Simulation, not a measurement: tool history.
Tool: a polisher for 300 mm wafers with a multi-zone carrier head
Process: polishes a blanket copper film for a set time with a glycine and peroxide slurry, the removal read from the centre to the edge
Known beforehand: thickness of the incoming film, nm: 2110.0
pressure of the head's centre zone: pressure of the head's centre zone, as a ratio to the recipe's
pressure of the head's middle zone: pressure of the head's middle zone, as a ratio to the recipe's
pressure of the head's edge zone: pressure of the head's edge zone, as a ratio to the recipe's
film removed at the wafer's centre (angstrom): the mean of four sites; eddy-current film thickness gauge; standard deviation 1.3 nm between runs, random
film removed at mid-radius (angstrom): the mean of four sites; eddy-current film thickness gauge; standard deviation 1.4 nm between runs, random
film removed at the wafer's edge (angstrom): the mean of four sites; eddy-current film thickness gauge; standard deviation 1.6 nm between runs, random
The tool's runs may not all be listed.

run	hour	flow of slurry (ml/min)	pressure of the head's centre zone	pressure of the head's middle zone	pressure of the head's edge zone	polishing time (s)	film removed at the wafer's centre (angstrom)	film removed at mid-radius (angstrom)	film removed at the wafer's edge (angstrom)
1	0	225	1	1	1	57	1993.2	1920.1	1953
2	2.8	220	0.98	0.97	0.98	50	1706.6	1618.9	1716
3	11.3	220	0.98	0.97	0.98	56	1929.7	1880.9	1921.4
4	13.7	220	0.91	0.97	0.98	56	1765.7	1811.8	1912.8
5	19.2	220	0.91	0.96	0.96	49	1559.8	1633.8	1604.9
6	27.6	220	0.99	0.96	0.96	49	1625.7	1608.3	1653.8
7	32.1	220	0.99	0.96	0.96	49	1672	1638.3	1669.5
8	40	215	0.98	0.94	0.97	44	1476.1	1418.4	1481.7

The next listed run, before its measurement:
9	46.1	210	0.97	0.92	0.97	41	?	?	?

{"run 9": {"film removed at the wafer's centre (angstrom)": 1345.3, "film removed at mid-radius (angstrom)": 1312.1, "film removed at the wafer's edge (angstrom)": 1379.7}}

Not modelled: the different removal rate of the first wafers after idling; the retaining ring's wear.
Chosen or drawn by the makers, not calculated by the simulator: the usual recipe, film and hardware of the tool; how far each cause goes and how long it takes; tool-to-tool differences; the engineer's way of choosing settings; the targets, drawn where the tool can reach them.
